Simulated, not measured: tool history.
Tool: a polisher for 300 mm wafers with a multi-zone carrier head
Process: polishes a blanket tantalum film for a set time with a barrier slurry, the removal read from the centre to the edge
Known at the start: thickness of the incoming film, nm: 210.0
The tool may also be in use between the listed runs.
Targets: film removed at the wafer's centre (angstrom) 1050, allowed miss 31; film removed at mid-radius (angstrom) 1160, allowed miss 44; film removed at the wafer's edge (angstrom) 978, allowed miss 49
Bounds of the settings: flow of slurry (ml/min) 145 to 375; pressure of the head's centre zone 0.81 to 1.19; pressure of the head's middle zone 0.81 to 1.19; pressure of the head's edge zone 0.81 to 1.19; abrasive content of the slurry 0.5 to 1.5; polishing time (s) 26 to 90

| run | hour | flow of slurry (ml/min) | pressure of the head's centre zone | pressure of the head's middle zone | pressure of the head's edge zone | abrasive content of the slurry | polishing time (s) | film removed at the wafer's centre (angstrom) | film removed at mid-radius (angstrom) | film removed at the wafer's edge (angstrom) |
|---|---|---|---|---|---|---|---|---|---|---|
| 1 | 0 | 240 | 1 | 1 | 1 | 1 | 58 | 680.51 | 645.05 | 670.54 |
| 2 | 1.4 | 250 | 1 | 1.04 | 0.99 | 1.1 | 61 | 728.81 | 728.18 | 695.3 |
| 3 | 10.3 | 250 | 1 | 1.04 | 0.99 | 1.1 | 73 | 861.63 | 871.84 | 836.46 |
| 4 | 17.5 | 250 | 1 | 1.07 | 0.99 | 1.1 | 73 | 863.12 | 903.04 | 824.26 |
| 5 | 24.3 | 255 | 1.01 | 1.09 | 1.01 | 1.15 | 74 | 897.67 | 945.47 | 894.07 |
| 6 | 25.3 | 255 | 0.98 | 1.09 | 1.01 | 1.15 | 74 | 860.96 | 922.89 | 891.81 |
| 7 | 27.8 | 255 | 0.98 | 1.09 | 1.01 | 1.15 | 74 | 875.69 | 930 | 861.67 |
| 8 | 35 | 260 | 1 | 1.11 | 1.01 | 1.2 | 74 | 918.12 | 965.18 | 890.32 |
| 9 | 42.1 | 260 | 1 | 1.12 | 1.01 | 1.25 | 75 | 934.62 | 992.75 | 897.97 |
| 10 | 51 | 265 | 1 | 1.13 | 1.01 | 1.3 | 76 | 944.03 | 1031.2 | 909.91 |
| 11 | 59.9 | 270 | 1.01 | 1.14 | 1.02 | 1.35 | 76 | 968.27 | 1049.8 | 946.12 |
| 12 | 63.1 | 275 | 1.02 | 1.15 | 1.02 | 1.4 | 76 | 1013.8 | 1071.5 | 939.58 |
| 13 | 64.9 | 280 | 1.02 | 1.16 | 1.02 | 1.4 | 76 | 998.15 | 1064.8 | 945.61 |
| 14 | 70.2 | 280 | 1.02 | 1.17 | 1.02 | 1.4 | 77 | 1003.5 | 1084.4 | 937.68 |

Which of these 5 next moves meets every target?
| A | 75.5 | 295 | 0.86 | 1.16 | 1.09 | 1.45 | 87 | ? | ? | ? |
| B | 75.5 | 265 | 0.97 | 1.12 | 1.08 | 1.4 | 84 | ? | ? | ? |
| C | 75.5 | 255 | 1.03 | 1.08 | 1.04 | 1.4 | 87 | ? | ? | ? |
| D | 75.5 | 290 | 0.99 | 1.15 | 0.92 | 1.3 | 85 | ? | ? | ? |
| E | 75.5 | 360 | 0.94 | 1.19 | 1.03 | 1.35 | 87 | ? | ? | ? |

| move | film removed at the wafer's centre (angstrom) | film removed at mid-radius (angstrom) | film removed at the wafer's edge (angstrom) |
|---|---|---|---|
| A | 980.04 | 1226.6 | 1095.8 |
| B | 1050.5 | 1132.7 | 1039 |
| C | 1152 | 1136.3 | 1054.5 |
| D | 1072.9 | 1156.7 | 959.5 |
| E | 1069.6 | 1246.9 | 1057.5 |
A: takes the result that was furthest off past its target
B: brings the result that was furthest off to its target, and leaves another outside
C: brings the result that was furthest off to its target, and leaves another outside
D: meets every target
E: takes the result that was furthest off past its target
The right move is D.
